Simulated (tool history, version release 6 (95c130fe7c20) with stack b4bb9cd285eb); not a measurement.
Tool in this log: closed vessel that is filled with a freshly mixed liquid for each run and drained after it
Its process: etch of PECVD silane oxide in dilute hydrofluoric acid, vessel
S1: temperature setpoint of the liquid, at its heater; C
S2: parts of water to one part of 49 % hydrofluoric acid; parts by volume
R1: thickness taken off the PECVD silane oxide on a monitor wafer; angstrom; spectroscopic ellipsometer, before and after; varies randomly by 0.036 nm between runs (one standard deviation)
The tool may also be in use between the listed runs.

{"run": 1, "hour": 0.0, "S1": 25.0, "S2": 245, "time in the liquid (s)": 140, "R1": 168.76}
{"run": 2, "hour": 5.9, "S1": 24.0, "S2": 250, "time in the liquid (s)": 140, "R1": 159.42}
{"run": 3, "hour": 15.0, "S1": 24.0, "S2": 250, "time in the liquid (s)": 140, "R1": 158.96}
{"run": 4, "hour": 16.0, "S1": 23.0, "S2": 250, "time in the liquid (s)": 140, "R1": 153.22}
{"run": 5, "hour": 19.4, "S1": 23.0, "S2": 250, "time in the liquid (s)": 140, "R1": 152.7}
{"run": 6, "hour": 21.6, "S1": 22.5, "S2": 255, "time in the liquid (s)": 140, "R1": 146.76}
{"run": 7, "hour": 29.8, "S1": 22.0, "S2": 260, "time in the liquid (s)": 140, "R1": 139.75}

Run 8 is up next; what results do you expect?
{"run": 8, "hour": 35.6, "S1": 21.5, "S2": 265, "time in the liquid (s)": 140, "R1": "?"}

{"run 8": {"R1": 134.47}}

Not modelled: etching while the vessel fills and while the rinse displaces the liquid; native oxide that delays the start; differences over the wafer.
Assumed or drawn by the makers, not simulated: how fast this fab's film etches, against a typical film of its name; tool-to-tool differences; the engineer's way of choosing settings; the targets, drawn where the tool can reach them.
